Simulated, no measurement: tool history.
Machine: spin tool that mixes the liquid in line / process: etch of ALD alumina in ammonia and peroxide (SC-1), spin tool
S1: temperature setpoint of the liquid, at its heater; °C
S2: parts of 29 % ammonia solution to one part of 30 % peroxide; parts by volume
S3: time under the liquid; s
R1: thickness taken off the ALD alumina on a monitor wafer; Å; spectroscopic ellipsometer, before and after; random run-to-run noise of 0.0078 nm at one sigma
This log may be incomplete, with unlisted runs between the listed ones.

Run 1, hour 0: S1 50 °C, S2 0.45 parts by volume, S3 70 s. Result: R1 22.908 Å.
Run 2, hour 4.9: S1 57 °C, S2 0.45 parts by volume, S3 70 s. Result: R1 33.546 Å.
Run 3, hour 13.8: S1 52.5 °C, S2 0.45 parts by volume, S3 70 s. Result: R1 26.506 Å.
Run 4, hour 18.8: S1 52.5 °C, S2 0.6 parts by volume, S3 70 s. Result: R1 27.2 Å.
Run 5, hour 23: S1 49 °C, S2 0.6 parts by volume, S3 70 s. Result: R1 22.382 Å.
Run 6, hour 27.8: S1 42 °C, S2 0.6 parts by volume, S3 70 s. Result: R1 15.016 Å.

What will run 7 give?
Run 7, hour 34.4: S1 41.5 °C, S2 0.6 parts by volume, S3 70 s. Result: R1 ?.

{"run 7": {"R1": 14.558}}

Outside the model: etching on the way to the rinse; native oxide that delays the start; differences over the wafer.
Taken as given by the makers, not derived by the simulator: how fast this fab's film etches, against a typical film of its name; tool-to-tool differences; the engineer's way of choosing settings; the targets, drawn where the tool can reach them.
